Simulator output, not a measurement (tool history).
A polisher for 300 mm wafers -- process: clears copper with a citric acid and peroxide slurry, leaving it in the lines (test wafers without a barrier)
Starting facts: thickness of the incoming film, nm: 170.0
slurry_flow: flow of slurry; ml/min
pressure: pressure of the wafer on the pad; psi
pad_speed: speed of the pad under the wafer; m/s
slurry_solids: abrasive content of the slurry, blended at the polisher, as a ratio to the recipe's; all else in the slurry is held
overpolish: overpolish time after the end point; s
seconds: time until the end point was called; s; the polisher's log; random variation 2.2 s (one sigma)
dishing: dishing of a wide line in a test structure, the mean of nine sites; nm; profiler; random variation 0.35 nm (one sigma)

run,day,slurry_flow,pressure,pad_speed,slurry_solids,overpolish,seconds,dishing
1,0.000,290,2.2,1.02,1.0,17,111.13,17.061
2,0.325,290,2.2,0.88,1.0,17,129.21,15.387
3,0.642,290,2.7,0.88,1.0,17,102.71,17.424
4,0.738,290,2.7,0.88,1.0,11,104.47,12.498
5,0.967,290,2.7,0.68,1.0,11,129.31,10.386
6,1.062,290,2.6,0.70,1.0,14,131.07,12.623

Run 7 comes next. What will it give?
7,1.338,290,2.5,0.70,1.0,16,?,?

{"run 7": {"seconds": 133.5, "dishing": 14.313}}
